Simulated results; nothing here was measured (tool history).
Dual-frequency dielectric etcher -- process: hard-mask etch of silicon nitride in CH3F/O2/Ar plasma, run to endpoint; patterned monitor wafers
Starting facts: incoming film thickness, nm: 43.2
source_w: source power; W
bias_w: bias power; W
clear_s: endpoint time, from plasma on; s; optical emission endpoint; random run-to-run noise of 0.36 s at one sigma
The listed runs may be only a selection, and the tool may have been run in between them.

{"run": 1, "hour": 0.0, "source_w": 350, "bias_w": 72, "clear_s": 69.002}
{"run": 2, "hour": 5.4, "source_w": 350, "bias_w": 62, "clear_s": 71.14}
{"run": 3, "hour": 10.9, "source_w": 410, "bias_w": 62, "clear_s": 66.663}
{"run": 4, "hour": 17.8, "source_w": 400, "bias_w": 61, "clear_s": 67.674}
{"run": 5, "hour": 23.6, "source_w": 450, "bias_w": 61, "clear_s": 64.231}
{"run": 6, "hour": 26.0, "source_w": 450, "bias_w": 72, "clear_s": 61.865}

Forecast run 7:
{"run": 7, "hour": 29.4, "source_w": 430, "bias_w": 70, "clear_s": "?"}

clear_s: 63.761 s
